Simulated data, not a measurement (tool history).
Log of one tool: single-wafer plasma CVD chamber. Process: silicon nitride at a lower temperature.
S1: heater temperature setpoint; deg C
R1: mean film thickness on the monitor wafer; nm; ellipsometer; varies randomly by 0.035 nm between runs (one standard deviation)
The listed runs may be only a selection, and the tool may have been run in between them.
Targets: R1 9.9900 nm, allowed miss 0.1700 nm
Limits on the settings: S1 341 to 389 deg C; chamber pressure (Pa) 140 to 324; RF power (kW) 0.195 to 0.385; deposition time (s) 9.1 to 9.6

{"run": 1, "hour": 0.0, "S1": 365, "chamber pressure (Pa)": 232, "RF power (kW)": 0.29, "deposition time (s)": 9.6, "R1": 11.567}
{"run": 2, "hour": 5.3, "S1": 365, "chamber pressure (Pa)": 232, "RF power (kW)": 0.29, "deposition time (s)": 9.1, "R1": 10.94}
{"run": 3, "hour": 7.5, "S1": 365, "chamber pressure (Pa)": 221, "RF power (kW)": 0.29, "deposition time (s)": 9.1, "R1": 10.829}
{"run": 4, "hour": 16.0, "S1": 365, "chamber pressure (Pa)": 221, "RF power (kW)": 0.315, "deposition time (s)": 9.1, "R1": 11.646}
{"run": 5, "hour": 20.2, "S1": 357, "chamber pressure (Pa)": 221, "RF power (kW)": 0.315, "deposition time (s)": 9.1, "R1": 11.651}
{"run": 6, "hour": 25.9, "S1": 357, "chamber pressure (Pa)": 221, "RF power (kW)": 0.355, "deposition time (s)": 9.1, "R1": 12.881}
{"run": 7, "hour": 27.7, "S1": 357, "chamber pressure (Pa)": 209, "RF power (kW)": 0.345, "deposition time (s)": 9.1, "R1": 12.464}
{"run": 8, "hour": 32.8, "S1": 357, "chamber pressure (Pa)": 209, "RF power (kW)": 0.345, "deposition time (s)": 9.1, "R1": 12.438}
{"run": 9, "hour": 37.2, "S1": 357, "chamber pressure (Pa)": 200, "RF power (kW)": 0.335, "deposition time (s)": 9.1, "R1": 12.058}
{"run": 10, "hour": 38.5, "S1": 357, "chamber pressure (Pa)": 192, "RF power (kW)": 0.325, "deposition time (s)": 9.1, "R1": 11.622}
{"run": 11, "hour": 41.0, "S1": 357, "chamber pressure (Pa)": 185, "RF power (kW)": 0.32, "deposition time (s)": 9.1, "R1": 11.42}
{"run": 12, "hour": 46.1, "S1": 357, "chamber pressure (Pa)": 179, "RF power (kW)": 0.315, "deposition time (s)": 9.1, "R1": 11.193}
{"run": 13, "hour": 50.3, "S1": 357, "chamber pressure (Pa)": 140, "RF power (kW)": 0.28, "deposition time (s)": 9.1, "R1": 9.6948}
{"run": 14, "hour": 57.9, "S1": 357, "chamber pressure (Pa)": 144, "RF power (kW)": 0.28, "deposition time (s)": 9.1, "R1": 9.6842}
{"run": 15, "hour": 60.1, "S1": 357, "chamber pressure (Pa)": 144, "RF power (kW)": 0.28, "deposition time (s)": 9.1, "R1": 9.7181}

Which single option among these 4 for the next run brings every result within its allowed miss of target? Just one does.
{"run": "A", "hour": 62.3, "S1": 359, "chamber pressure (Pa)": 187, "RF power (kW)": 0.26, "deposition time (s)": 9.5, "R1": "?"}
{"run": "B", "hour": 62.3, "S1": 352, "chamber pressure (Pa)": 140, "RF power (kW)": 0.305, "deposition time (s)": 9.1, "R1": "?"}
{"run": "C", "hour": 62.3, "S1": 361, "chamber pressure (Pa)": 153, "RF power (kW)": 0.275, "deposition time (s)": 9.1, "R1": "?"}
{"run": "D", "hour": 62.3, "S1": 356, "chamber pressure (Pa)": 145, "RF power (kW)": 0.285, "deposition time (s)": 9.5, "R1": "?"}

move=A R1=9.9680
move=B R1=10.4500
move=C R1=9.6787
move=D R1=10.3430
A: meets every target
B: takes the result that was furthest off past its target
C: lands further from the targets than the last run did
D: takes the result that was furthest off past its target
A meets every target.

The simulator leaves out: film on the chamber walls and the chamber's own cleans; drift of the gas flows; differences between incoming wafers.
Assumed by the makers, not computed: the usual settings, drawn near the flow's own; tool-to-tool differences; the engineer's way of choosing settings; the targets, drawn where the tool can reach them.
